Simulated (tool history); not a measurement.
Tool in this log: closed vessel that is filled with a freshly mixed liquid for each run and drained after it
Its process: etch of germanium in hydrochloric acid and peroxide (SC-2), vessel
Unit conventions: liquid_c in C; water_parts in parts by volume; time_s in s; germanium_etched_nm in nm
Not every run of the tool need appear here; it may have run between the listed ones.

run 1 hour=0.0 | liquid_c=62.0 water_parts=11 time_s=105 | germanium_etched_nm=324.63
run 2 hour=2.3 | liquid_c=62.0 water_parts=11 time_s=105 | germanium_etched_nm=327.72
run 3 hour=10.9 | liquid_c=56.5 water_parts=11 time_s=105 | germanium_etched_nm=278.78
run 4 hour=16.3 | liquid_c=55.5 water_parts=11 time_s=105 | germanium_etched_nm=267.52
run 5 hour=23.0 | liquid_c=54.5 water_parts=11 time_s=105 | germanium_etched_nm=256.70
run 6 hour=29.8 | liquid_c=54.5 water_parts=11 time_s=110 | germanium_etched_nm=273.71
run 7 hour=36.9 | liquid_c=53.5 water_parts=11 time_s=110 | germanium_etched_nm=261.46

Estimate the outcome of run 8 from the log above:
run 8 hour=39.6 | liquid_c=53.5 water_parts=11 time_s=110 | germanium_etched_nm=?

Run 8 yielded germanium_etched_nm 261.76 nm.

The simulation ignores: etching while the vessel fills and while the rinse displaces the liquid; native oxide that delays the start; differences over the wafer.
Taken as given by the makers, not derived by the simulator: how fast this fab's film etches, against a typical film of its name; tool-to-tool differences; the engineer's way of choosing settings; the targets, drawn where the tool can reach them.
